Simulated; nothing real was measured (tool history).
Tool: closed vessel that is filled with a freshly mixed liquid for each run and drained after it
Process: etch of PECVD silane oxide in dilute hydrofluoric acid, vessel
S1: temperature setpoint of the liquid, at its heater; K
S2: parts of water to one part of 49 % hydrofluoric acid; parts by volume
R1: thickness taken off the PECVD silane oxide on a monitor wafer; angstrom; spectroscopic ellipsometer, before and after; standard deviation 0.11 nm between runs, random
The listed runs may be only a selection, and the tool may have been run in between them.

Run 1, hour 0: S1 297.15 K, S2 70 parts by volume, time in the liquid (s) 30. Result: R1 142.53 angstrom.
Run 2, hour 1.9: S1 297.15 K, S2 70 parts by volume, time in the liquid (s) 30. Result: R1 141.82 angstrom.
Run 3, hour 6.3: S1 299.65 K, S2 70 parts by volume, time in the liquid (s) 30. Result: R1 158.12 angstrom.
Run 4, hour 12.6: S1 303.15 K, S2 70 parts by volume, time in the liquid (s) 30. Result: R1 182.77 angstrom.
Run 5, hour 15: S1 303.65 K, S2 70 parts by volume, time in the liquid (s) 30. Result: R1 184.38 angstrom.
Run 6, hour 16.2: S1 301.65 K, S2 70 parts by volume, time in the liquid (s) 30. Result: R1 170.17 angstrom.

Forecast run 7:
At hour 21.5: thermometer replaced.
Run 7, hour 21.5: S1 302.65 K, S2 70 parts by volume, time in the liquid (s) 30. Result: R1 ?.

{"run 7": {"R1": 173.22}}
